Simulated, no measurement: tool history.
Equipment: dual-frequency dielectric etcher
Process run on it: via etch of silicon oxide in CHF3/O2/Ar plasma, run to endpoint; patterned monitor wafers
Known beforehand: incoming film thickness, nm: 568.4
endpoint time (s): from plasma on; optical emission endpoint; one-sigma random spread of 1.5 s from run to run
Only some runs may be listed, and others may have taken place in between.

run 1 hour=0 | source_power_(W)=540 bias_power_(W)=226 | endpoint_time_(s)=279.46
run 2 hour=4.8 | source_power_(W)=570 bias_power_(W)=229 | endpoint_time_(s)=274.68
run 3 hour=5.5 | source_power_(W)=600 bias_power_(W)=232 | endpoint_time_(s)=270.78
run 4 hour=11.4 | source_power_(W)=600 bias_power_(W)=209 | endpoint_time_(s)=278.84
run 5 hour=15.8 | source_power_(W)=630 bias_power_(W)=215 | endpoint_time_(s)=271.9
run 6 hour=21.4 | source_power_(W)=630 bias_power_(W)=197 | endpoint_time_(s)=282.63

Forecast run 7:
run 7 hour=29.6 | source_power_(W)=650 bias_power_(W)=204 | endpoint_time_(s)=?

endpoint time (s): 271.92
